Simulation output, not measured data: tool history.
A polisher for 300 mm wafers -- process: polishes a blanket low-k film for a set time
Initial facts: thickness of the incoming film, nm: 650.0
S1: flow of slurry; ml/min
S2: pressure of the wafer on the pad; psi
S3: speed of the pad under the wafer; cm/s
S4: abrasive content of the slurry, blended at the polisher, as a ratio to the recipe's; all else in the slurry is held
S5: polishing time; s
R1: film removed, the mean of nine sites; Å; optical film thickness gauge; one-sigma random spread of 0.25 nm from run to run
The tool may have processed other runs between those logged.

run,hour,S1,S2,S3,S4,S5,R1
1,0.0,165,1.7,88,1.00,78,269.35
2,3.9,165,2.0,88,1.00,78,312.05
3,10.8,165,2.0,88,1.15,78,326.07
4,17.9,165,1.9,88,1.15,78,312.07
5,25.1,165,1.8,88,1.15,78,301.33
6,26.7,165,1.7,88,1.15,78,288.23

What does the tool deliver on the next run?
7,30.5,165,1.6,88,1.15,78,?

R1: 269.74 Å

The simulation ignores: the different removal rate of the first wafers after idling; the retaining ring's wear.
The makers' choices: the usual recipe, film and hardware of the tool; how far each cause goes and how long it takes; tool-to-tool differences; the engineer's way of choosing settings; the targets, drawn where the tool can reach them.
